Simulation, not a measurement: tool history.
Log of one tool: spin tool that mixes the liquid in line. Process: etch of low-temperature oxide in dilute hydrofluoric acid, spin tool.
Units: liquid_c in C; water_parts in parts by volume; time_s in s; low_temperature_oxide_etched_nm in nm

run  hour  liquid_c  water_parts  time_s  low_temperature_oxide_etched_nm
  1   0.0      24.0           90      65                          14.2880
  2   2.2      20.5           90      65                          12.4630
  3   3.8      20.0           95      65                          11.4870
  4   6.1      20.0           95      65                          11.4410
  5  11.0      20.0           95      50                           8.7709
  6  17.7      22.5           95      50                           9.8126

Forecast run 7:
  7  19.2      18.5          105      50                                ?

{"run 7": {"low_temperature_oxide_etched_nm": 7.4857}}

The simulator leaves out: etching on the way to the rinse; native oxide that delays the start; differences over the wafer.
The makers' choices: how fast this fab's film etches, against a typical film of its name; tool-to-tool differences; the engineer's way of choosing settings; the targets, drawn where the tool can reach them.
